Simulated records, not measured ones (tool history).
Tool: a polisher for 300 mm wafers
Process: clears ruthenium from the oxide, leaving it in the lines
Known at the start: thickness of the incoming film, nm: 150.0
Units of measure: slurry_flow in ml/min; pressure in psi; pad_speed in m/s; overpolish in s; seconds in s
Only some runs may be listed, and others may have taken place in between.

run	hour	slurry_flow	pressure	pad_speed	overpolish	seconds
1	0.0	130	2.6	1.12	42	91.588
2	7.8	130	2.2	1.08	42	113.200
3	14.8	130	1.9	1.06	42	128.140
4	21.0	155	1.9	1.06	42	128.930
5	28.7	155	1.9	1.06	42	126.650
6	33.9	155	1.7	1.04	42	144.930
7	39.2	155	1.6	1.04	42	147.670

Run 8 has not been measured yet. What should we expect?
8	46.2	155	1.5	1.02	42	?

seconds: 158.540 s
